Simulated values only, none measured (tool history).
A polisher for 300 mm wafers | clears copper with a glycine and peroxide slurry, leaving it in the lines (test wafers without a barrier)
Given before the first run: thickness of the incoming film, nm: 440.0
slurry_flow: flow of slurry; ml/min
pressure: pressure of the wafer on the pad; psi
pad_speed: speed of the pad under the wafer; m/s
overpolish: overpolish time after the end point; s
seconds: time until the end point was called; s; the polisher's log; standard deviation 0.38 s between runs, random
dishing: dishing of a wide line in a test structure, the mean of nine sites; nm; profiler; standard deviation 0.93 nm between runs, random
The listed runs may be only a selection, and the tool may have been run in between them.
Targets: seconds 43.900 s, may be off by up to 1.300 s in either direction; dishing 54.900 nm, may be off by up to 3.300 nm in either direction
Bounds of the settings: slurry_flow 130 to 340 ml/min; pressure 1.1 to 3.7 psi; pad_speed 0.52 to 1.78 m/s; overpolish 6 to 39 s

run 1 hour=0.0 | slurry_flow=220 pressure=2.4 pad_speed=1.14 overpolish=20 | seconds=72.930 dishing=52.412
run 2 hour=6.8 | slurry_flow=220 pressure=2.4 pad_speed=1.14 overpolish=23 | seconds=72.908 dishing=58.353
run 3 hour=11.1 | slurry_flow=220 pressure=1.9 pad_speed=1.14 overpolish=23 | seconds=86.742 dishing=52.886
run 4 hour=18.9 | slurry_flow=225 pressure=2.2 pad_speed=1.16 overpolish=21 | seconds=77.464 dishing=53.120
run 5 hour=27.5 | slurry_flow=205 pressure=2.2 pad_speed=1.16 overpolish=21 | seconds=77.855 dishing=51.709
run 6 hour=33.7 | slurry_flow=205 pressure=2.2 pad_speed=1.44 overpolish=21 | seconds=65.444 dishing=58.989
run 7 hour=38.0 | slurry_flow=210 pressure=2.4 pad_speed=1.44 overpolish=19 | seconds=59.646 dishing=57.784
run 8 hour=43.7 | slurry_flow=215 pressure=2.5 pad_speed=1.44 overpolish=18 | seconds=57.589 dishing=56.910
run 9 hour=51.1 | slurry_flow=220 pressure=2.6 pad_speed=1.44 overpolish=17 | seconds=56.261 dishing=56.760
run 10 hour=56.5 | slurry_flow=220 pressure=2.7 pad_speed=1.44 overpolish=16 | seconds=53.138 dishing=56.311
run 11 hour=61.4 | slurry_flow=225 pressure=2.8 pad_speed=1.44 overpolish=15 | seconds=52.868 dishing=54.582
run 12 hour=68.3 | slurry_flow=225 pressure=2.9 pad_speed=1.44 overpolish=15 | seconds=51.425 dishing=57.482
run 13 hour=74.0 | slurry_flow=225 pressure=3.0 pad_speed=1.44 overpolish=14 | seconds=49.208 dishing=54.079
run 14 hour=81.8 | slurry_flow=225 pressure=3.1 pad_speed=1.44 overpolish=14 | seconds=47.877 dishing=57.342
run 15 hour=82.7 | slurry_flow=230 pressure=3.2 pad_speed=1.44 overpolish=12 | seconds=46.746 dishing=53.279
run 16 hour=89.5 | slurry_flow=230 pressure=3.3 pad_speed=1.44 overpolish=12 | seconds=45.349 dishing=54.132

Pick the move, out of 5, that brings all results within their allowed miss; only one does.
run A hour=96.3 | slurry_flow=225 pressure=3.4 pad_speed=1.34 overpolish=12 | seconds=? dishing=?
run B hour=96.3 | slurry_flow=275 pressure=3.3 pad_speed=1.34 overpolish=12 | seconds=? dishing=?
run C hour=96.3 | slurry_flow=275 pressure=3.6 pad_speed=1.34 overpolish=12 | seconds=? dishing=?
run D hour=96.3 | slurry_flow=210 pressure=3.3 pad_speed=1.42 overpolish=12 | seconds=? dishing=?
run E hour=96.3 | slurry_flow=220 pressure=3.7 pad_speed=1.24 overpolish=13 | seconds=? dishing=?

move=A seconds=47.460 dishing=53.581
move=B seconds=47.602 dishing=53.353
move=C seconds=44.069 dishing=56.390
move=D seconds=46.727 dishing=53.890
move=E seconds=47.307 dishing=56.964
A: misses by more than the last run did
B: misses by more than the last run did
C: meets every target
D: misses by more than the last run did
E: misses by more than the last run did
C is the move that brings every result within its allowed miss.
